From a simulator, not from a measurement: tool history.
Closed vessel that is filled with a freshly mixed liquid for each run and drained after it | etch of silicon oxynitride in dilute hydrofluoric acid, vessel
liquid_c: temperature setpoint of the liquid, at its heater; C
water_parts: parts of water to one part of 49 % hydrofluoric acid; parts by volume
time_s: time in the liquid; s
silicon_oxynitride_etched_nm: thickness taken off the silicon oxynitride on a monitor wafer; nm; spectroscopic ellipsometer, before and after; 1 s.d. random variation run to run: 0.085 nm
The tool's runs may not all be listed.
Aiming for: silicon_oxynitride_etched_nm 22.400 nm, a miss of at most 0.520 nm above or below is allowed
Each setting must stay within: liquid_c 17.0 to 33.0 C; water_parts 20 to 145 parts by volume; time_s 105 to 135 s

run  hour  liquid_c  water_parts  time_s  silicon_oxynitride_etched_nm
  1   0.0      25.0           80     135                         8.887
  2   2.4      28.5           80     135                        10.533
  3   3.2      29.0           75     135                        11.567
  4   9.2      29.0           75     135                        11.515
  5  10.9      29.0           55     135                        16.070
  6  15.4      29.5           55     135                        16.441
  7  16.9      30.0           55     135                        16.829
  8  22.2      30.5           55     135                        17.166
  9  27.0      31.0           55     135                        17.544
 10  28.9      32.0           50     135                        20.284
 11  36.6      33.0           45     135                        24.039
 12  44.3      32.5           45     135                        23.260

Pick the move, out of 5, that brings all results within their allowed miss; only one does.
  A  52.0      33.0           50     135                             ?
  B  52.0      30.5           35     110                             ?
  C  52.0      33.0           45     135                             ?
  D  52.0      33.0           40     120                             ?
  E  52.0      30.5           40     135                             ?

move  silicon_oxynitride_etched_nm
   A                        21.408
   B                        22.556
   C                        23.923
   D                        24.057
   E                        24.103
A: the result that was furthest off in the last run now lies on the other side of its target
B: every result lands within tolerance
C: moves away from the targets compared with the last run
D: moves away from the targets compared with the last run
E: moves away from the targets compared with the last run
Go with B: it meets all targets.
